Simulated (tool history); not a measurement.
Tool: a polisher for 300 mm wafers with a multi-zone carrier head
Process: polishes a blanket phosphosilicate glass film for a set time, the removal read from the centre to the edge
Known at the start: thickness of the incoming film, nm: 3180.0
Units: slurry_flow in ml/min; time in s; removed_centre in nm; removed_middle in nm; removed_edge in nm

| run | day | slurry_flow | centre_zone | middle_zone | edge_zone | slurry_solids | time | removed_centre | removed_middle | removed_edge |
|---|---|---|---|---|---|---|---|---|---|---|
| 1 | 0.000 | 195 | 1.00 | 1.00 | 1.00 | 1.00 | 88 | 734.29 | 724.85 | 752.36 |
| 2 | 0.079 | 205 | 1.02 | 1.02 | 1.05 | 1.10 | 88 | 781.50 | 773.94 | 785.12 |
| 3 | 0.192 | 205 | 1.02 | 1.05 | 1.05 | 1.10 | 88 | 777.23 | 790.81 | 792.23 |
| 4 | 0.471 | 205 | 1.09 | 1.05 | 1.05 | 1.10 | 88 | 833.98 | 793.74 | 811.98 |
| 5 | 0.642 | 185 | 1.10 | 1.06 | 1.09 | 1.20 | 89 | 870.08 | 815.25 | 838.18 |
| 6 | 0.912 | 205 | 1.08 | 1.05 | 1.12 | 1.25 | 90 | 878.42 | 851.77 | 873.92 |
| 7 | 1.117 | 215 | 1.08 | 1.03 | 1.14 | 1.30 | 91 | 902.11 | 857.98 | 904.42 |
| 8 | 1.204 | 225 | 1.08 | 1.03 | 1.15 | 1.35 | 92 | 939.54 | 891.69 | 959.15 |
| 9 | 1.579 | 240 | 1.08 | 1.04 | 1.15 | 1.35 | 92 | 945.99 | 898.45 | 939.74 |

The next listed run, before its measurement:
| 10 | 1.725 | 230 | 1.08 | 1.04 | 1.16 | 1.40 | 92 | ? | ? | ? |

{"run 10": {"removed_centre": 954.9, "removed_middle": 914.47, "removed_edge": 967.15}}
